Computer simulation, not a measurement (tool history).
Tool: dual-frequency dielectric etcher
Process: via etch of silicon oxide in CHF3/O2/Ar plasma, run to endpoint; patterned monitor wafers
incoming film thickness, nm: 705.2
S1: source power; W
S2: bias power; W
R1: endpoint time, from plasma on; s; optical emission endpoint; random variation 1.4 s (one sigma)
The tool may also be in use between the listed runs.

| run | hour | S1 | S2 | R1 |
|---|---|---|---|---|
| 1 | 0 | 690 | 154 | 329.25 |
| 2 | 9 | 650 | 146 | 347.12 |
| 3 | 14.3 | 720 | 146 | 333.15 |
| 4 | 22 | 620 | 146 | 353.43 |
| 5 | 26.2 | 620 | 162 | 333.56 |
| 6 | 28.8 | 620 | 137 | 365.59 |
| 7 | 34.3 | 590 | 134 | 377.72 |
| 8 | 41.8 | 570 | 132 | 383.83 |
| 9 | 43.6 | 570 | 132 | 385.45 |
| 10 | 49.4 | 570 | 132 | 385.21 |

Forecast run 11:
| 11 | 56.4 | 430 | 102 | ? |

R1: 497.87 s
